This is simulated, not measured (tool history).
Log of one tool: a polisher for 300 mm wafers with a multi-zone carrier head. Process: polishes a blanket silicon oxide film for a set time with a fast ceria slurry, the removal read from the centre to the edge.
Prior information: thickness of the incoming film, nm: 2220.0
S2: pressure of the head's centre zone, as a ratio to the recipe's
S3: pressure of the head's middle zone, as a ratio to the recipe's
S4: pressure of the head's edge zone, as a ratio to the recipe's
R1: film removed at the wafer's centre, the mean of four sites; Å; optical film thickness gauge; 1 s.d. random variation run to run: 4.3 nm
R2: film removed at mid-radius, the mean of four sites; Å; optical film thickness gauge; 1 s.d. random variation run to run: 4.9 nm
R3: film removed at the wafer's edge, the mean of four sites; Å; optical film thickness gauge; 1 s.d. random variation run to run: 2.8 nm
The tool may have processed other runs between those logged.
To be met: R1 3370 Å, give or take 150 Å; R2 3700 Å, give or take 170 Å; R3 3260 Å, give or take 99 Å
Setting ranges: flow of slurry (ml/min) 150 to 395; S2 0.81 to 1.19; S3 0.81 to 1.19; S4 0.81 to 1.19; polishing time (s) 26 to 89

Run 1, hour 0: flow of slurry (ml/min) 250, S2 1, S3 1, S4 1, polishing time (s) 57. Result: R1 6659 Å, R2 6413.1 Å, R3 6284.5 Å.
Run 2, hour 3.4: flow of slurry (ml/min) 250, S2 1, S3 1, S4 1, polishing time (s) 69. Result: R1 8096.3 Å, R2 7596 Å, R3 7750.5 Å.
Run 3, hour 6.5: flow of slurry (ml/min) 250, S2 1, S3 1.05, S4 1, polishing time (s) 69. Result: R1 7982 Å, R2 7962.8 Å, R3 7786.7 Å.
Run 4, hour 9.9: flow of slurry (ml/min) 250, S2 1, S3 1.05, S4 1, polishing time (s) 62. Result: R1 7281.1 Å, R2 7327.2 Å, R3 6955 Å.
Run 5, hour 16.8: flow of slurry (ml/min) 250, S2 0.94, S3 1.05, S4 1, polishing time (s) 62. Result: R1 6743.5 Å, R2 7024.7 Å, R3 6820.4 Å.
Run 6, hour 18.5: flow of slurry (ml/min) 245, S2 0.93, S3 1.04, S4 0.99, polishing time (s) 58. Result: R1 6222.7 Å, R2 6670.6 Å, R3 6464.6 Å.
Run 7, hour 25.6: flow of slurry (ml/min) 235, S2 0.93, S3 1.03, S4 0.97, polishing time (s) 55. Result: R1 5809.4 Å, R2 6238.2 Å, R3 6036.2 Å.
Run 8, hour 31.3: flow of slurry (ml/min) 225, S2 0.93, S3 1.02, S4 0.95, polishing time (s) 52. Result: R1 5618.7 Å, R2 5714.4 Å, R3 5770 Å.
Run 9, hour 32.4: flow of slurry (ml/min) 230, S2 0.92, S3 1.02, S4 0.94, polishing time (s) 49. Result: R1 5255.6 Å, R2 5566 Å, R3 5233.5 Å.
Run 10, hour 34.5: flow of slurry (ml/min) 230, S2 0.91, S3 1.01, S4 0.93, polishing time (s) 47. Result: R1 4985.7 Å, R2 5235.2 Å, R3 5131.2 Å.
Run 11, hour 40.2: flow of slurry (ml/min) 235, S2 0.91, S3 1.01, S4 0.92, polishing time (s) 45. Result: R1 4743.6 Å, R2 4942.7 Å, R3 4841.7 Å.
Run 12, hour 45.2: flow of slurry (ml/min) 240, S2 0.91, S3 1.02, S4 0.91, polishing time (s) 43. Result: R1 4520.3 Å, R2 4904.8 Å, R3 4663.9 Å.
Run 13, hour 49.2: flow of slurry (ml/min) 240, S2 0.91, S3 1.02, S4 0.91, polishing time (s) 43. Result: R1 4535.9 Å, R2 4919.3 Å, R3 4575.7 Å.
Run 14, hour 53.1: flow of slurry (ml/min) 230, S2 0.91, S3 1.04, S4 0.82, polishing time (s) 27. Result: R1 2878.5 Å, R2 3038.8 Å, R3 2729.6 Å.
Run 15, hour 53.8: flow of slurry (ml/min) 240, S2 0.91, S3 1.04, S4 0.83, polishing time (s) 27. Result: R1 2938.1 Å, R2 3129.3 Å, R3 2744.6 Å.

Which one of the following 5 next-run settings gets every result inside its allowed miss? There is exactly one.
Run A, hour 54.5: flow of slurry (ml/min) 265, S2 0.82, S3 1.02, S4 0.86, polishing time (s) 33. Result: R1 ?, R2 ?, R3 ?.
Run B, hour 54.5: flow of slurry (ml/min) 300, S2 1.03, S3 1.13, S4 0.95, polishing time (s) 30. Result: R1 ?, R2 ?, R3 ?.
Run C, hour 54.5: flow of slurry (ml/min) 290, S2 0.9, S3 1.05, S4 0.82, polishing time (s) 31. Result: R1 ?, R2 ?, R3 ?.
Run D, hour 54.5: flow of slurry (ml/min) 150, S2 1.02, S3 0.99, S4 0.83, polishing time (s) 33. Result: R1 ?, R2 ?, R3 ?.
Run E, hour 54.5: flow of slurry (ml/min) 250, S2 0.93, S3 0.99, S4 0.81, polishing time (s) 34. Result: R1 ?, R2 ?, R3 ?.

move      R1      R2      R3
   A  3112.6  3755.8  3490.1
   B  3613.5  3768.6  3348.4
   C  3245.6  3648.4  3231.4
   D    3551  3380.4    3241
   E  3614.8  3747.3  3486.3
A: takes the result that was furthest off past its target
B: the worst result of the last run now meets its target, but another is out of spec
C: hits every target within its allowed miss
D: the worst result of the last run now meets its target, but another is out of spec
E: takes the result that was furthest off past its target
C meets every target.
